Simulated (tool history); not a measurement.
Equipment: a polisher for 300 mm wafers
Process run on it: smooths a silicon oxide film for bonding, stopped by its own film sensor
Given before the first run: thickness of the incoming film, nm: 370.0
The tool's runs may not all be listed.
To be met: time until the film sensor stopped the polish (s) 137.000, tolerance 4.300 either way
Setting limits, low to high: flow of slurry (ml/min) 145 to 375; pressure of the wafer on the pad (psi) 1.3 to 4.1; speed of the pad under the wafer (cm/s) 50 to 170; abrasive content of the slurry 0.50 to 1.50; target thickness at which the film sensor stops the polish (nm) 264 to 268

run	hour	flow of slurry (ml/min)	pressure of the wafer on the pad (psi)	speed of the pad under the wafer (cm/s)	abrasive content of the slurry	target thickness at which the film sensor stops the polish (nm)	time until the film sensor stopped the polish (s)
1	0.0	240	2.7	110	1.00	268	155.210
2	8.3	240	2.8	110	1.00	268	149.670
3	10.1	280	2.8	110	1.00	268	147.690
4	15.2	280	3.3	110	1.00	268	124.450
# hour 18.9: slurry blender recalibrated
5	18.9	325	3.3	110	1.00	268	94.135
6	26.2	325	3.1	110	1.00	268	99.955
7	28.4	310	3.1	110	1.00	268	99.303
8	29.2	295	3.1	110	1.00	268	100.290
9	34.5	275	3.1	110	1.00	268	102.640
10	40.7	265	3.0	110	1.00	268	105.340

Which one of the following 5 next-run settings gets every result inside its allowed miss? There is exactly one.
A	46.9	285	2.8	104	0.95	264	?
B	46.9	285	2.2	96	1.15	265	?
C	46.9	275	2.5	92	0.95	264	?
D	46.9	325	2.3	108	0.95	264	?
E	46.9	265	2.4	128	0.85	265	?

move	time until the film sensor stopped the polish (s)
A	123.220
B	144.870
C	148.530
D	143.920
E	135.280
A: moves toward the targets from the last run without getting all of them in spec
B: the result that was furthest off in the last run now lies on the other side of its target
C: the result that was furthest off in the last run now lies on the other side of its target
D: the result that was furthest off in the last run now lies on the other side of its target
E: meets every target
Go with E: it meets all targets.
